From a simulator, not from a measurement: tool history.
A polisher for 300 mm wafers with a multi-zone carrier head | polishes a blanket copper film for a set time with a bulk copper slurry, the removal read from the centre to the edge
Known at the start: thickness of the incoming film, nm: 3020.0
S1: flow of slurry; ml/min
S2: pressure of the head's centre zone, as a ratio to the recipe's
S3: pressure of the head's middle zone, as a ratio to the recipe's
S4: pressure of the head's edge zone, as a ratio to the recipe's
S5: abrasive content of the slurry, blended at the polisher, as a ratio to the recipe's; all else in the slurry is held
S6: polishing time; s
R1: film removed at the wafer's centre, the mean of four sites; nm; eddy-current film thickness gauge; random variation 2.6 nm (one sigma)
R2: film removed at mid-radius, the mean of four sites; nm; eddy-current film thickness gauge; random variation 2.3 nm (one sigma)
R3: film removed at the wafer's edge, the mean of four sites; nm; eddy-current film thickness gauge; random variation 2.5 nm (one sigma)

{"run": 1, "hour": 0.0, "S1": 190, "S2": 1.0, "S3": 1.0, "S4": 1.0, "S5": 1.0, "S6": 45, "R1": 361.61, "R2": 330.84, "R3": 334.62}
{"run": 2, "hour": 1.0, "S1": 190, "S2": 0.99, "S3": 0.99, "S4": 0.99, "S5": 0.95, "S6": 43, "R1": 342.58, "R2": 311.85, "R3": 311.29}
{"run": 3, "hour": 1.5, "S1": 185, "S2": 0.97, "S3": 0.98, "S4": 0.99, "S5": 0.9, "S6": 42, "R1": 318.4, "R2": 294.18, "R3": 304.08}
{"run": 4, "hour": 4.3, "S1": 205, "S2": 0.97, "S3": 0.98, "S4": 0.99, "S5": 0.9, "S6": 42, "R1": 323.36, "R2": 300.04, "R3": 312.17}
{"hour": 11.1, "done": "centre zone pressure recalibrated"}
{"run": 5, "hour": 11.1, "S1": 205, "S2": 0.97, "S3": 0.98, "S4": 0.99, "S5": 0.9, "S6": 51, "R1": 356.84, "R2": 363.74, "R3": 372.75}
{"run": 6, "hour": 17.4, "S1": 200, "S2": 0.96, "S3": 0.97, "S4": 0.97, "S5": 0.85, "S6": 49, "R1": 326.83, "R2": 347.36, "R3": 357.04}
{"run": 7, "hour": 18.0, "S1": 200, "S2": 0.97, "S3": 0.97, "S4": 0.96, "S5": 0.8, "S6": 47, "R1": 309.17, "R2": 324.2, "R3": 327.99}
{"run": 8, "hour": 24.4, "S1": 195, "S2": 0.98, "S3": 0.96, "S4": 0.95, "S5": 0.75, "S6": 45, "R1": 304.86, "R2": 309.37, "R3": 313.3}
{"run": 9, "hour": 27.4, "S1": 190, "S2": 0.98, "S3": 0.95, "S4": 0.94, "S5": 0.7, "S6": 43, "R1": 285.78, "R2": 288.4, "R3": 288.47}

Expected results for the next run?
{"run": 10, "hour": 29.5, "S1": 185, "S2": 0.98, "S3": 0.94, "S4": 0.94, "S5": 0.7, "S6": 42, "R1": "?", "R2": "?", "R3": "?"}

Logged for run 10: R1 281.11 nm, R2 271.95 nm, R3 281.75 nm.
